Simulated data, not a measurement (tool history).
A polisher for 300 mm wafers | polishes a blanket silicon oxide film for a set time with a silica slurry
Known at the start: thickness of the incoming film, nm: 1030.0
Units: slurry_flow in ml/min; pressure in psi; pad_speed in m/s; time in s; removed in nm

run 1 hour=0.0 | slurry_flow=320 pressure=3.3 pad_speed=1.32 slurry_solids=1.0 time=54 | removed=136.75
run 2 hour=8.2 | slurry_flow=320 pressure=3.3 pad_speed=1.18 slurry_solids=1.0 time=54 | removed=124.82
run 3 hour=16.0 | slurry_flow=320 pressure=3.3 pad_speed=1.18 slurry_solids=1.0 time=57 | removed=132.11
run 4 hour=18.4 | slurry_flow=290 pressure=3.3 pad_speed=1.18 slurry_solids=1.0 time=57 | removed=132.33
run 5 hour=22.3 | slurry_flow=290 pressure=3.7 pad_speed=1.18 slurry_solids=1.0 time=57 | removed=146.89
run 6 hour=31.1 | slurry_flow=260 pressure=3.7 pad_speed=1.18 slurry_solids=1.0 time=57 | removed=145.64
run 7 hour=35.7 | slurry_flow=260 pressure=3.7 pad_speed=1.18 slurry_solids=1.0 time=57 | removed=147.08

The next listed run, before its measurement:
run 8 hour=37.1 | slurry_flow=260 pressure=3.2 pad_speed=1.18 slurry_solids=1.0 time=57 | removed=?

{"run 8": {"removed": 127.28}}
